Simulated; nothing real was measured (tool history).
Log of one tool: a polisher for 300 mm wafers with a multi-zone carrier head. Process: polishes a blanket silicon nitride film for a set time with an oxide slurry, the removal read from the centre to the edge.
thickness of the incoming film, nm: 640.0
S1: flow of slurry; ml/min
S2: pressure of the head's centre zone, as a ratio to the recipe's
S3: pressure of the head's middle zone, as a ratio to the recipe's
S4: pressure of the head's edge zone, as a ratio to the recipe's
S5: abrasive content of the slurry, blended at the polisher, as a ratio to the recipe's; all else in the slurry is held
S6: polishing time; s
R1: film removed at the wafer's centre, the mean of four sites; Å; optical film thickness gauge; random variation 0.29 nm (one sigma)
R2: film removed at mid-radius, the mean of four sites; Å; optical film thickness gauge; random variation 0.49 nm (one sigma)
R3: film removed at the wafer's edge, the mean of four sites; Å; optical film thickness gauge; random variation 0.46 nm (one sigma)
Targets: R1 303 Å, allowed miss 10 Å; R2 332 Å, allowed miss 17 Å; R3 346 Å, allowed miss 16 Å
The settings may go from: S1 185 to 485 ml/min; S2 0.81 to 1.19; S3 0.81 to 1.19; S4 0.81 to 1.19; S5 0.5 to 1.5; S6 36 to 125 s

run	hour	S1	S2	S3	S4	S5	S6	R1	R2	R3
1	0	310	1	1	1	1	80	641.61	659.84	681.52
2	5.5	310	1	1	0.94	1	80	640.74	654.61	656.34
3	11.2	310	1	1	0.94	1	99	806.07	824	814.2
4	16.2	305	0.96	0.98	0.91	0.85	84	593.68	627.54	622.46
5	23.2	305	0.96	0.98	0.91	0.85	92	649.1	701.65	695.97
6	29	305	0.96	0.91	0.91	0.85	92	651.43	655.94	693.08
7	35.3	300	0.94	0.9	0.89	0.75	80	522.37	511.29	561.69
8	38.4	295	0.91	0.92	0.87	0.65	72	417.39	449.9	459.46
9	46.9	295	0.91	0.92	0.87	0.65	72	423.73	440.98	467.09
10	50.5	290	0.89	0.92	0.86	0.6	68	372.83	411.44	410.57
11	59.4	290	0.89	0.92	0.86	0.6	68	374.2	401.16	415.9
12	63.1	285	0.88	0.91	0.85	0.55	66	340.06	368.44	381.69
13	64.1	270	0.87	0.9	0.84	0.55	66	333.88	372.89	383.34
14	66.6	275	0.87	0.89	0.83	0.55	64	327.37	345	367.18
15	74.2	265	0.86	0.89	0.82	0.55	64	318.06	352.47	362.7
16	79	260	0.86	0.88	0.82	0.55	64	316.83	341.97	365

Which of these 4 next moves meets every target?
A	83.8	245	0.82	0.87	0.84	0.6	66	?	?	?
B	83.8	255	0.82	0.86	0.86	0.55	70	?	?	?
C	83.8	220	0.87	0.91	0.83	0.8	51	?	?	?
D	83.8	290	0.85	0.94	0.89	0.6	62	?	?	?

move	R1	R2	R3
A	329.13	365.38	388.13
B	334.8	368.06	398.3
C	307.48	333.8	341.46
D	328.34	372.96	379.93
A: further off than the last run
B: further off than the last run
C: meets every target
D: further off than the last run
The right move is C.
